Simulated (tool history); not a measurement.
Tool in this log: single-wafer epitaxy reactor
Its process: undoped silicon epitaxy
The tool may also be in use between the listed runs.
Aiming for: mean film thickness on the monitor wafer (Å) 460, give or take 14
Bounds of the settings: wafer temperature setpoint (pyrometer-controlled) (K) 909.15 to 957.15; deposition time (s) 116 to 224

run	hour	wafer temperature setpoint (pyrometer-controlled) (K)	deposition time (s)	mean film thickness on the monitor wafer (Å)
1	0	933.15	170	365.13
2	8.9	933.15	152	326.89
3	10.5	938.15	152	359.7
4	16.4	947.15	152	424.95
5	25	941.15	152	379.21
6	33.5	943.15	152	393.96
7	40.2	945.15	152	409.08
8	46.2	946.15	152	418.1
9	53.3	947.15	152	423.03
10	58.1	948.15	152	430.27
11	60.2	949.15	152	438.58

Below are 5 possible settings for the next run. Only one of them brings all results inside the allowed miss of their targets. Which is it?
A	62.3	956.15	153	?
B	62.3	954.15	157	?
C	62.3	943.15	192	?
D	62.3	952.15	159	?
E	62.3	947.15	166	?

move	mean film thickness on the monitor wafer (Å)
A	502.16
B	497.06
C	497.43
D	485.52
E	462.82
A: carries the result that was furthest off beyond its target, to the other side
B: carries the result that was furthest off beyond its target, to the other side
C: carries the result that was furthest off beyond its target, to the other side
D: carries the result that was furthest off beyond its target, to the other side
E: hits every target within its allowed miss
So the answer is move E, the one that meets all the targets.

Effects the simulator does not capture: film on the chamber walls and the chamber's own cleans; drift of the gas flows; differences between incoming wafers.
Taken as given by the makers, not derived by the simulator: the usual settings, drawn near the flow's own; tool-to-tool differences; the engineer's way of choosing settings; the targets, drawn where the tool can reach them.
